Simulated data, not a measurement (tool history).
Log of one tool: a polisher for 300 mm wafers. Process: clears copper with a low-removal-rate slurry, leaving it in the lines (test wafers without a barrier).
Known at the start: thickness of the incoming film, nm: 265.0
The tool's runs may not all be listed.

run,day,flow of slurry (ml/min),pressure of the wafer on the pad (kPa),speed of the pad under the wafer (m/s),abrasive content of the slurry,overpolish time after the end point (s),time until the end point was called (s),dishing of a wide line in a test structure (nm)
1,0.000,130,13.8,1.22,1.00,18,117.12,20.329
2,0.275,130,13.8,1.22,0.80,18,122.96,20.221
3,0.617,150,13.8,1.22,0.80,18,121.40,20.062
4,0.938,150,13.8,1.22,0.65,18,124.75,19.815
5,1.179,155,13.1,1.20,0.75,17,130.73,18.279
6,1.225,160,12.4,1.20,0.85,16,135.77,17.427
7,1.542,165,11.7,1.18,0.90,15,140.64,15.866
8,1.625,170,11.0,1.16,0.95,14,145.11,14.716
9,1.883,175,10.3,1.14,1.00,13,159.91,12.284
# day 2.125: slurry blender recalibrated
10,2.125,175,10.3,1.14,1.00,12,147.37,12.965
11,2.388,175,9.7,1.12,1.05,11,158.10,11.278

The next listed run, before its measurement:
12,2.533,175,9.7,1.12,1.05,10,?,?

Run 12 gave time until the end point was called (s) 157.10, dishing of a wide line in a test structure (nm) 10.058.

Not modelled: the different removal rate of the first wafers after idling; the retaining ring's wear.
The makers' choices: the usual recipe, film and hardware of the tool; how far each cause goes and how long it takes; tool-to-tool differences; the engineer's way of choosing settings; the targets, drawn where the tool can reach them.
